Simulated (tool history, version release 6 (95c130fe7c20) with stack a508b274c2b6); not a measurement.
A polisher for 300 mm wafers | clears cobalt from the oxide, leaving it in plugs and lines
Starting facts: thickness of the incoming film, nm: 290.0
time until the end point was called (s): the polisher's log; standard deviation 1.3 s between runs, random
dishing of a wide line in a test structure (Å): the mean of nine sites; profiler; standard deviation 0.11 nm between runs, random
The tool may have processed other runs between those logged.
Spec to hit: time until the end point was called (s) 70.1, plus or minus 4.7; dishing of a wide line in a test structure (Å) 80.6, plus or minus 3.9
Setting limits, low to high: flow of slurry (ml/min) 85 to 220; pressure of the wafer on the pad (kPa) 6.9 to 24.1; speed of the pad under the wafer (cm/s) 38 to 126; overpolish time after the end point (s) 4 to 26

run,day,flow of slurry (ml/min),pressure of the wafer on the pad (kPa),speed of the pad under the wafer (cm/s),overpolish time after the end point (s),time until the end point was called (s),dishing of a wide line in a test structure (Å)
1,0,140,15.2,82,13,75.59,107.69
2,0.15,140,15.2,82,17,78.211,110.42
3,0.512,140,15.2,82,13,78.063,109.75
4,0.662,135,15.2,82,12,80.339,107.17
5,0.925,130,15.9,82,11,76.387,108
6,1.046,130,14.5,82,11,80.858,106
7,1.275,110,10.3,104,5,94.099,79.33
8,1.362,110,10.3,106,5,93.92,78.236
9,1.429,110,10.3,108,5,90.123,78.139
# day 1.704: worn pad replaced by a new one
10,1.704,120,11.7,112,5,73.178,87.037
11,2.067,115,11.7,114,5,70.743,88.042
12,2.2,110,11.7,116,5,73.173,89.385
13,2.542,115,11.7,116,5,70.42,89.549

Exactly one of the 5 candidate moves below puts every result within its allowed miss. Which one?
A,2.883,130,11.7,110,9,?,?
B,2.883,90,13.1,104,7,?,?
C,2.883,120,11,120,4,?,?
D,2.883,95,15.2,94,17,?,?
E,2.883,125,11.7,112,9,?,?

move,time until the end point was called (s),dishing of a wide line in a test structure (Å)
A,72.918,103.14
B,72.157,97.64
C,72.248,78.67
D,67.923,109.15
E,72.114,103.32
A: further off than the last run
B: further off than the last run
C: in spec on every target
D: further off than the last run
E: further off than the last run
C is the move that brings every result within its allowed miss.

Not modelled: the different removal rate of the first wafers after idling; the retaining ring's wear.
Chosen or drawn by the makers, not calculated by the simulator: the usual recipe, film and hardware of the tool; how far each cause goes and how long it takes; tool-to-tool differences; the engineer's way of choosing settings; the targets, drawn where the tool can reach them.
